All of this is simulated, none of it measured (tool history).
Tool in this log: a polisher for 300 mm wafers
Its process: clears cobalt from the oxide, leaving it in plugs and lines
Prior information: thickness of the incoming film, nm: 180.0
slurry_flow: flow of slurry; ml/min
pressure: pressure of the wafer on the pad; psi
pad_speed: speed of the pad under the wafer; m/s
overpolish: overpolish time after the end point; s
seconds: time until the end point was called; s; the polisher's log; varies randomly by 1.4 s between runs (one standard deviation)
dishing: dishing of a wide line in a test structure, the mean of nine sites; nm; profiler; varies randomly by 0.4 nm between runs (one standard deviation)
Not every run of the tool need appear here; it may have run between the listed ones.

run	hour	slurry_flow	pressure	pad_speed	overpolish	seconds	dishing
1	0	210	2.3	0.9	17	42.1	37.35
2	2.9	210	2.3	1.1	17	34.336	39.455
3	6.8	200	2.2	1.06	16	37.109	36.868
4	11.3	190	2.1	1.02	15	41.225	34.165
5	19.3	190	2.1	1.18	15	35.736	37.8
6	22.3	195	2	1.1	14	39.592	35.117
7	29.6	190	2	1.04	13	42.009	33.385
8	38.3	185	1.9	1	12	47.015	29.866
9	41.6	180	1.8	0.98	11	49.375	27.328
10	46.8	170	1.2	0.72	5	100.73	8.4199
11	50.1	170	1.2	0.72	6	101.43	10.261
12	51.4	170	1.2	0.72	7	99.248	11.531

What does the tool deliver on the next run?
13	58.6	165	1.3	0.74	9	?	?

Run 13 produced seconds 91.409 s, dishing 15.525 nm.
